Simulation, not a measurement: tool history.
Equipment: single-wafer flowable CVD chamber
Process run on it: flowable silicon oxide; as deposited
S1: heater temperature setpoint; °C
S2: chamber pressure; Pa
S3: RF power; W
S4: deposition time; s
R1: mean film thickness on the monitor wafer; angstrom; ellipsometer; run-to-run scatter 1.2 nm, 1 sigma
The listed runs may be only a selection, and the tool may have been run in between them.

run,hour,S1,S2,S3,S4,R1
1,0.0,100,116.1,1815,650,4321.0
2,6.3,109,116.1,1815,650,3316.6
3,14.0,111,115.7,1815,650,3135.0
4,21.0,113,115.2,1815,650,2919.9
5,23.4,113,115.2,1655,650,2865.0
6,27.1,114,115.1,1655,650,2781.0
7,35.1,114,115.1,1655,650,2786.6
8,41.8,115,114.9,1655,650,2701.5
9,43.6,124,114.7,1655,650,2116.6
10,49.8,124,114.3,1655,650,2128.8
11,51.7,124,113.9,1655,650,2129.5

Run 12 is up next; what results do you expect?
12,57.0,124,113.5,1655,650,?

{"run 12": {"R1": 2119.5}}
